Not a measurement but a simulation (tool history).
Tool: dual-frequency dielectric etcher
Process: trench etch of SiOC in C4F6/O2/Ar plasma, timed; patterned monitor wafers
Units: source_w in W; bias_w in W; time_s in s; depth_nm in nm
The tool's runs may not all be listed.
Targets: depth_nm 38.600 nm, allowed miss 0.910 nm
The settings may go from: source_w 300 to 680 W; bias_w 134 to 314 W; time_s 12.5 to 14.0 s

run    day  source_w  bias_w  time_s  depth_nm
  1  0.000       490     224    14.0    33.705
  2  0.196       440     224    14.0    32.576
  3  0.367       480     230    14.0    34.055
  4  0.633       480     230    12.5    30.602
  5  0.854       510     245    12.5    31.545
  6  1.158       470     245    12.5    30.255
  7  1.317       510     243    13.0    33.192
  8  1.508       530     246    13.0    33.770
  9  1.746       550     249    13.0    33.852
 10  1.921       570     252    13.0    34.778
 11  2.154       590     255    13.0    35.550
 12  2.362       610     257    13.0    35.849
 13  2.433       620     260    13.0    35.902
 14  2.746       630     264    13.0    36.279
 15  3.012       640     266    13.0    36.982

4 next moves are on the table. One of them brings every result within its allowed miss. Which?
  A  3.279       620     247    13.0         ?
  B  3.279       680     240    12.5         ?
  C  3.279       640     271    13.5         ?
  D  3.279       620     265    12.5         ?

move  depth_nm
   A    35.895
   B    35.454
   C    38.854
   D    35.287
A: further off than the last run
B: further off than the last run
C: meets every target
D: further off than the last run
Move C is the one to make.

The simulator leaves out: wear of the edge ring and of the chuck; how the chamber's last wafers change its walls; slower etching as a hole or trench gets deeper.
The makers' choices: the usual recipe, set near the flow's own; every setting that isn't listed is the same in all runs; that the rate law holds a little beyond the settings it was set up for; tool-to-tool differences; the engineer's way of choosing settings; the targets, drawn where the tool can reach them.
